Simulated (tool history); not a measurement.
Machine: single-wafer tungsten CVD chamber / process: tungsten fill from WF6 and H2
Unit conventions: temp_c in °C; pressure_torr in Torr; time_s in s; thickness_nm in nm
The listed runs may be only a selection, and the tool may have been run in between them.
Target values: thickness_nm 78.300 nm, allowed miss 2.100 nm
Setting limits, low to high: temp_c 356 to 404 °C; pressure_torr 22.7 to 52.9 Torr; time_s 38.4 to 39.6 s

run	hour	temp_c	pressure_torr	time_s	thickness_nm
1	0.0	380	37.8	38.4	96.977
2	7.0	378	37.7	38.4	93.459
3	9.3	376	37.6	38.4	90.767
4	13.8	374	37.5	38.4	86.627
5	21.8	382	37.5	38.4	99.448
6	23.2	382	37.5	38.4	99.664
7	27.6	379	37.3	38.4	94.812
8	35.9	377	37.1	38.4	90.630
9	39.0	375	37.0	38.4	87.317
10	43.0	374	36.9	38.4	85.712
11	47.4	373	36.8	38.4	83.973
12	50.3	372	36.8	38.4	82.751
13	54.8	371	36.8	38.4	81.694

Of the 4 settings listed for the next run, only one would bring every result within its allowed miss of target. Which one?
A	59.3	366	37.8	39.6	?
B	59.3	374	34.1	39.6	?
C	59.3	374	38.4	38.4	?
D	59.3	375	35.3	39.6	?

move	thickness_nm
A	77.538
B	84.476
C	88.013
D	87.880
A: meets every target
B: misses by more than the last run did
C: misses by more than the last run did
D: misses by more than the last run did
Go with A: it meets all targets.

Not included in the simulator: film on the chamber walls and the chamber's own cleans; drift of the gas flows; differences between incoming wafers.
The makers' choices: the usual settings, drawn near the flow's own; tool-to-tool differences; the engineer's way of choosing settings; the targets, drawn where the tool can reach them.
